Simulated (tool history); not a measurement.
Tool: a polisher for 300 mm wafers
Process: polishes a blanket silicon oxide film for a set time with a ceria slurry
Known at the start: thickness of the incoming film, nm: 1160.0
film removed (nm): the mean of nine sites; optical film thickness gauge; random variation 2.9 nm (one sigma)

run  hour  flow of slurry (ml/min)  pressure of the wafer on the pad (kPa)  speed of the pad under the wafer (cm/s)  polishing time (s)  film removed (nm)
  1     0                      200                                    25.5                                      134                  39             282.33
  2   7.4                      155                                    25.5                                      134                  39             269.34
  3  10.7                      155                                    20.7                                      134                  39             239.71
  4  17.6                      165                                    24.1                                      134                  39             265.73
  5  24.1                      165                                    24.1                                      104                  39             207.47
  6  31.6                      165                                    24.1                                       72                  39             145.02
  7  40.3                      170                                    28.3                                       82                  39             181.52
  8  48.7                      180                                    31.7                                       92                  39             220.99
  9  49.3                      185                                    33.8                                       98                  39             250.82
 10  53.2                      190                                    35.2                                      102                  39             264.61
 11  61.6                      195                                    36.5                                      106                  39             282.81

Run 12 comes next. What will it give?
 12  68.8                      195                                    37.2                                      110                  39                  ?

Run 12 gave film removed (nm) 297.9.

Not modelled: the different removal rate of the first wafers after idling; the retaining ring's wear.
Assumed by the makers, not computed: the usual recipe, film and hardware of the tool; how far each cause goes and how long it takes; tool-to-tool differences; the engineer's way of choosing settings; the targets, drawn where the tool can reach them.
